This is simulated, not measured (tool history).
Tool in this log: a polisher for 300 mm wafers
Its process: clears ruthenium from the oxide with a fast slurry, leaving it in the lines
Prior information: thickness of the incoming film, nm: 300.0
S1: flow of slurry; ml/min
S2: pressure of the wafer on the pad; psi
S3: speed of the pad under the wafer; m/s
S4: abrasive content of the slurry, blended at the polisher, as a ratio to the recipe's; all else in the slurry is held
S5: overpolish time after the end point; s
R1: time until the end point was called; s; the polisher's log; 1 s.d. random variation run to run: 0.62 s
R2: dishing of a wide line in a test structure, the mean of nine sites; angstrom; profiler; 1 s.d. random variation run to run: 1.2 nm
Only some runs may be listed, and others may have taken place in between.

| run | hour | S1 | S2 | S3 | S4 | S5 | R1 | R2 |
|---|---|---|---|---|---|---|---|---|
| 1 | 0.0 | 140 | 3.0 | 1.16 | 1.0 | 13 | 67.259 | 380.86 |
| 2 | 2.9 | 140 | 3.4 | 1.16 | 1.0 | 13 | 61.591 | 389.01 |
| 3 | 11.2 | 140 | 3.7 | 1.16 | 1.0 | 13 | 56.698 | 405.53 |
| 4 | 18.5 | 140 | 3.8 | 1.22 | 1.0 | 13 | 51.832 | 432.98 |
| 5 | 25.8 | 140 | 3.9 | 1.26 | 1.0 | 13 | 47.629 | 438.70 |
| 6 | 29.8 | 140 | 4.4 | 1.26 | 1.0 | 13 | 43.673 | 497.85 |
| 7 | 33.5 | 140 | 4.4 | 1.30 | 1.0 | 13 | 41.637 | 485.16 |
| 8 | 38.2 | 140 | 4.4 | 1.32 | 1.0 | 13 | 42.476 | 500.64 |
| 9 | 41.5 | 140 | 4.4 | 1.36 | 1.0 | 13 | 41.250 | 483.18 |
| 10 | 46.8 | 140 | 4.4 | 1.40 | 1.0 | 13 | 39.519 | 506.32 |
| 11 | 54.5 | 140 | 4.4 | 1.42 | 1.0 | 13 | 38.151 | 513.01 |
| 12 | 58.4 | 140 | 4.4 | 1.44 | 1.0 | 13 | 36.945 | 506.58 |

For run 13, what comes out?
| 13 | 63.1 | 140 | 4.4 | 1.46 | 1.0 | 13 | ? | ? |

Run 13 produced R1 38.790 s, R2 517.74 angstrom.
